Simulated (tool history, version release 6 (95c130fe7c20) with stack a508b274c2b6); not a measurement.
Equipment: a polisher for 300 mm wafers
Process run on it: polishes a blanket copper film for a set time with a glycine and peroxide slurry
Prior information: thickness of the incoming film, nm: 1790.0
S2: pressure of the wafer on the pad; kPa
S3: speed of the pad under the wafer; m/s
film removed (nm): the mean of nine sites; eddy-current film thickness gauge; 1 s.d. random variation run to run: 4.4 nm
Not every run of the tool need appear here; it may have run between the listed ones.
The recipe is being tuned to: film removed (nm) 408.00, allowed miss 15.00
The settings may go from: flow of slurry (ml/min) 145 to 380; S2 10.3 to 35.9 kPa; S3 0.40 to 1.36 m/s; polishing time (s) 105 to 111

run 1 day=0.000 | flow_of_slurry_(ml/min)=245 S2=22.8 S3=0.88 polishing_time_(s)=105 | film_removed_(nm)=489.59
run 2 day=0.146 | flow_of_slurry_(ml/min)=245 S2=22.8 S3=0.88 polishing_time_(s)=111 | film_removed_(nm)=518.03
run 3 day=0.262 | flow_of_slurry_(ml/min)=245 S2=22.1 S3=0.88 polishing_time_(s)=111 | film_removed_(nm)=517.61
run 4 day=0.446 | flow_of_slurry_(ml/min)=245 S2=22.1 S3=0.88 polishing_time_(s)=105 | film_removed_(nm)=481.49
run 5 day=0.808 | flow_of_slurry_(ml/min)=280 S2=22.1 S3=0.88 polishing_time_(s)=105 | film_removed_(nm)=488.59
run 6 day=0.838 | flow_of_slurry_(ml/min)=280 S2=21.4 S3=0.88 polishing_time_(s)=105 | film_removed_(nm)=478.05
run 7 day=1.167 | flow_of_slurry_(ml/min)=275 S2=20.7 S3=0.88 polishing_time_(s)=105 | film_removed_(nm)=462.37
run 8 day=1.288 | flow_of_slurry_(ml/min)=275 S2=20.0 S3=0.88 polishing_time_(s)=105 | film_removed_(nm)=455.20
run 9 day=1.521 | flow_of_slurry_(ml/min)=275 S2=19.3 S3=0.88 polishing_time_(s)=105 | film_removed_(nm)=436.35

Pick the move, out of 4, that brings all results within their allowed miss; only one does.
run A day=1.754 | flow_of_slurry_(ml/min)=330 S2=15.9 S3=1.00 polishing_time_(s)=106 | film_removed_(nm)=?
run B day=1.754 | flow_of_slurry_(ml/min)=260 S2=23.4 S3=0.92 polishing_time_(s)=105 | film_removed_(nm)=?
run C day=1.754 | flow_of_slurry_(ml/min)=230 S2=17.2 S3=1.16 polishing_time_(s)=111 | film_removed_(nm)=?
run D day=1.754 | flow_of_slurry_(ml/min)=230 S2=20.7 S3=0.90 polishing_time_(s)=105 | film_removed_(nm)=?

move=A film_removed_(nm)=411.72
move=B film_removed_(nm)=522.10
move=C film_removed_(nm)=493.49
move=D film_removed_(nm)=459.17
A: meets every target
B: further off than the last run
C: further off than the last run
D: further off than the last run
Answer: A
